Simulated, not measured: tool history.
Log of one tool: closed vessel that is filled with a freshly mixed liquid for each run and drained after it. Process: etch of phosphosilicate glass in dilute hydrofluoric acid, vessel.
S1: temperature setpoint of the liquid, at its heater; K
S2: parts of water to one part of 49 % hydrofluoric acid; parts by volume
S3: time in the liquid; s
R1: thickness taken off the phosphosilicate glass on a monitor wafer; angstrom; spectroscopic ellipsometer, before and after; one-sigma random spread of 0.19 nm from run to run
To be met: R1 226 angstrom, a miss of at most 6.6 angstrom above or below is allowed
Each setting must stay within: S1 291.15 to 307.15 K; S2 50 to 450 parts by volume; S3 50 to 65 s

run  hour      S1   S2  S3      R1
  1     0  299.15  250  65  267.04
  2   7.3  298.15  250  65  261.41
  3  14.8  298.15  175  65  403.66
  4    23  298.15  175  65  400.52
  5  24.3  296.65  195  65  336.83
  6  28.6  295.15  195  65  320.36
  7  34.8  294.15  205  65  287.97
  8  41.9  293.65  210  65  275.89
  9    47  293.15  215  65  261.87
 10    51  292.65  220  65  247.59
 11  56.7  292.65  220  65  247.77
 12  62.6  292.15  220  65  247.26
 13  68.4  292.15  225  65   237.4
 14  70.5  291.65  225  65  234.51

Next run, 5 choices. One meets every target within its allowed miss, the rest don't. Which?
  A  72.6  293.65  215  55   ?
  B  72.6  292.15  220  65   ?
  C  72.6  291.65  205  60   ?
  D  72.6  292.15  190  55   ?
  E  72.6  295.15  215  55   ?

move      R1
   A  227.72
   B  247.12
   C  243.51
   D  249.15
   E  240.99
A: every result within its allowed miss
B: its largest miss is bigger than the last run's
C: its largest miss is bigger than the last run's
D: its largest miss is bigger than the last run's
E: its largest miss is bigger than the last run's
Answer: A
